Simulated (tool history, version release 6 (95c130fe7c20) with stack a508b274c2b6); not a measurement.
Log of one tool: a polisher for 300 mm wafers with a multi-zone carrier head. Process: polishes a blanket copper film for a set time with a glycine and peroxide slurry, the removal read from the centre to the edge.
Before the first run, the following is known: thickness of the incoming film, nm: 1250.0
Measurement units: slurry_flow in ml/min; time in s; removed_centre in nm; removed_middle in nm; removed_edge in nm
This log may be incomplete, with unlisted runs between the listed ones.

Run 1, hour 0: slurry_flow 215 ml/min, centre_zone 1, middle_zone 1, edge_zone 1, time 43 s. Result: removed_centre 210.98 nm, removed_middle 214.82 nm, removed_edge 215.38 nm.
Run 2, hour 3: slurry_flow 215 ml/min, centre_zone 1.08, middle_zone 1, edge_zone 1, time 43 s. Result: removed_centre 231.18 nm, removed_middle 221.11 nm, removed_edge 213.11 nm.
Run 3, hour 9.6: slurry_flow 210 ml/min, centre_zone 1.03, middle_zone 1, edge_zone 0.98, time 41 s. Result: removed_centre 206.5 nm, removed_middle 208.97 nm, removed_edge 203.86 nm.
Run 4, hour 11.2: slurry_flow 210 ml/min, centre_zone 1.03, middle_zone 1, edge_zone 0.98, time 34 s. Result: removed_centre 170.96 nm, removed_middle 172.28 nm, removed_edge 170.81 nm.
Run 5, hour 15.2: slurry_flow 205 ml/min, centre_zone 1, middle_zone 1, edge_zone 0.98, time 34 s. Result: removed_centre 165.65 nm, removed_middle 171.09 nm, removed_edge 167.14 nm.
Run 6, hour 16.8: slurry_flow 205 ml/min, centre_zone 1.06, middle_zone 1, edge_zone 0.98, time 34 s. Result: removed_centre 176.78 nm, removed_middle 173.87 nm, removed_edge 166.87 nm.

What does the tool deliver on the next run?
Run 7, hour 19.2: slurry_flow 165 ml/min, centre_zone 0.96, middle_zone 1.01, edge_zone 1.04, time 34 s. Result: removed_centre ?, removed_middle ?, removed_edge ?.

{"run 7": {"removed_centre": 152.69, "removed_middle": 167.35, "removed_edge": 168.71}}
